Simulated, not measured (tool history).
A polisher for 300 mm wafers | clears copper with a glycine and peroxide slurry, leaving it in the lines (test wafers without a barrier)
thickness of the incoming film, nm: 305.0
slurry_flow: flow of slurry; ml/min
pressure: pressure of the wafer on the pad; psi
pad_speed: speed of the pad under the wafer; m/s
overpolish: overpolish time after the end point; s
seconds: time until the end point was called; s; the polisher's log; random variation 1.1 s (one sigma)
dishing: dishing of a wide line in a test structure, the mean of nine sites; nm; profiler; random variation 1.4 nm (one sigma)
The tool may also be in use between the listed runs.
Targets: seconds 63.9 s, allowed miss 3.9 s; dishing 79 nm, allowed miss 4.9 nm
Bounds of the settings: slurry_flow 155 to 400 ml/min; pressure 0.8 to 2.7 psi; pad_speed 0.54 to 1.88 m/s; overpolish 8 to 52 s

run    day  slurry_flow  pressure  pad_speed  overpolish  seconds  dishing
  1      0          255       1.7        1.2          26   80.237   59.913
  2  0.196          200       1.7        1.2          26   80.304   61.564
  3  0.246          200       1.8        1.2          27   80.496   63.782
  4  0.288          200       1.8        1.4          27   70.664   70.645
  5  0.438          165       1.8        1.4          27   71.291   67.444
     0.596  -- head pressure recalibrated
  6  0.596          165       1.6        1.4          27   83.033   62.638
  7  0.717          170       1.7        1.4          28   77.895   67.436
  8  1.083          175       1.8        1.4          28   76.158    69.58
  9  1.321          185       1.9       1.42          28   71.075   69.084

Which of these 4 next moves meets every target?
  A  1.558          205       2.1       1.68          16        ?        ?
  B  1.558          210       2.1       1.42          17        ?        ?
  C  1.558          235       1.9       1.52          31        ?        ?
  D  1.558          180       1.9        1.7          38        ?        ?

move  seconds  dishing
   A   57.438   58.943
   B   65.007   56.595
   C   66.253   80.703
   D   62.567   91.042
A: further off than the last run
B: further off than the last run
C: meets every target
D: takes the result that was furthest off past its target
Move C is the one to make.
